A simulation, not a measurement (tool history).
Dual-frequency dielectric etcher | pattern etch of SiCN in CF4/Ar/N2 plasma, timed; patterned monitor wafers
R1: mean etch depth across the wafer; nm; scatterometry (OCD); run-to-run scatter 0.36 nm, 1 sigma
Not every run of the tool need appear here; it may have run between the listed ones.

{"run": 1, "hour": 0.0, "source power (W)": 590, "bias power (W)": 84, "Ar flow (sccm)": 127, "CF4 flow (sccm)": 49, "etch time (s)": 116.5, "R1": 114.46}
{"run": 2, "hour": 6.7, "source power (W)": 540, "bias power (W)": 84, "Ar flow (sccm)": 127, "CF4 flow (sccm)": 49, "etch time (s)": 116.5, "R1": 104.7}
{"run": 3, "hour": 15.1, "source power (W)": 540, "bias power (W)": 84, "Ar flow (sccm)": 127, "CF4 flow (sccm)": 49, "etch time (s)": 121, "R1": 108.95}
{"run": 4, "hour": 18.0, "source power (W)": 490, "bias power (W)": 84, "Ar flow (sccm)": 127, "CF4 flow (sccm)": 49, "etch time (s)": 121, "R1": 98.176}
{"run": 5, "hour": 20.1, "source power (W)": 480, "bias power (W)": 84, "Ar flow (sccm)": 127, "CF4 flow (sccm)": 49, "etch time (s)": 121, "R1": 95.859}
{"run": 6, "hour": 27.2, "source power (W)": 480, "bias power (W)": 84, "Ar flow (sccm)": 127, "CF4 flow (sccm)": 57, "etch time (s)": 121, "R1": 98.136}
{"run": 7, "hour": 29.8, "source power (W)": 470, "bias power (W)": 84, "Ar flow (sccm)": 127, "CF4 flow (sccm)": 57, "etch time (s)": 121, "R1": 95.952}

Run 8 is up next; what results do you expect?
{"run": 8, "hour": 33.7, "source power (W)": 460, "bias power (W)": 84, "Ar flow (sccm)": 127, "CF4 flow (sccm)": 57, "etch time (s)": 121, "R1": "?"}

Logged for run 8: R1 92.923 nm.

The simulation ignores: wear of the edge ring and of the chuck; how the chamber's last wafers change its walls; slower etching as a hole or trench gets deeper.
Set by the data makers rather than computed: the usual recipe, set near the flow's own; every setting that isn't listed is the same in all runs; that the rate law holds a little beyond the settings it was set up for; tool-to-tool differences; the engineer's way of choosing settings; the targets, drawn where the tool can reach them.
